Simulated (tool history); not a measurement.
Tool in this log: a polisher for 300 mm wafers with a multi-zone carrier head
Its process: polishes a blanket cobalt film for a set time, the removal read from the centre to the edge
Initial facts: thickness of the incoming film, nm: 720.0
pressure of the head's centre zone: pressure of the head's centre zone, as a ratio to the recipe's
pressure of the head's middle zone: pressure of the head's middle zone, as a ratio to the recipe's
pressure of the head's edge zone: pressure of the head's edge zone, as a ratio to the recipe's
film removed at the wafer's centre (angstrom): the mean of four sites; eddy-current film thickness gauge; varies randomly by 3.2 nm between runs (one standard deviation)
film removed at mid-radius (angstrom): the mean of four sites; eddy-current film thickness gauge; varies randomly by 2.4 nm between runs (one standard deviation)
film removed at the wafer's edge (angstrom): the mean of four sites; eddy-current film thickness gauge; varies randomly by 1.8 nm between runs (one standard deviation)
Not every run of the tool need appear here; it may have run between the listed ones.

run  hour  flow of slurry (ml/min)  pressure of the head's centre zone  pressure of the head's middle zone  pressure of the head's edge zone  polishing time (s)  film removed at the wafer's centre (angstrom)  film removed at mid-radius (angstrom)  film removed at the wafer's edge (angstrom)
  1   0.0                      140                                1.00                                1.00                              1.00                  58                                         1841.1                                 1847.5                                       1867.3
  2   9.0                      125                                1.00                                1.00                              1.00                  58                                         1841.2                                 1810.0                                       1866.2
  3  17.5                      125                                1.00                                0.92                              1.00                  58                                         1793.6                                 1698.4                                       1862.4
  4  18.0                      140                                1.02                                0.98                              1.03                  61                                         1975.6                                 1908.1                                       2009.1
  5  23.8                      110                                1.02                                0.98                              1.03                  61                                         1909.1                                 1809.6                                       1948.4
  6  31.6                      110                                1.02                                0.94                              1.03                  61                                         1846.8                                 1769.9                                       1975.3
  7  37.0                      130                                1.03                                0.99                              1.05                  64                                         2064.1                                 2000.5                                       2111.8
  8  43.7                      145                                1.05                                1.03                              1.07                  66                                         2245.6                                 2182.3                                       2217.0
  9  45.4                      155                                1.06                                1.06                              1.09                  68                                         2358.8                                 2309.3                                       2332.7

Forecast run 10:
 10  47.1                      165                                1.07                                1.09                              1.10                  69                                              ?                                      ?                                            ?

Run 10 produced film removed at the wafer's centre (angstrom) 2419.8, film removed at mid-radius (angstrom) 2418.9, film removed at the wafer's edge (angstrom) 2401.8.

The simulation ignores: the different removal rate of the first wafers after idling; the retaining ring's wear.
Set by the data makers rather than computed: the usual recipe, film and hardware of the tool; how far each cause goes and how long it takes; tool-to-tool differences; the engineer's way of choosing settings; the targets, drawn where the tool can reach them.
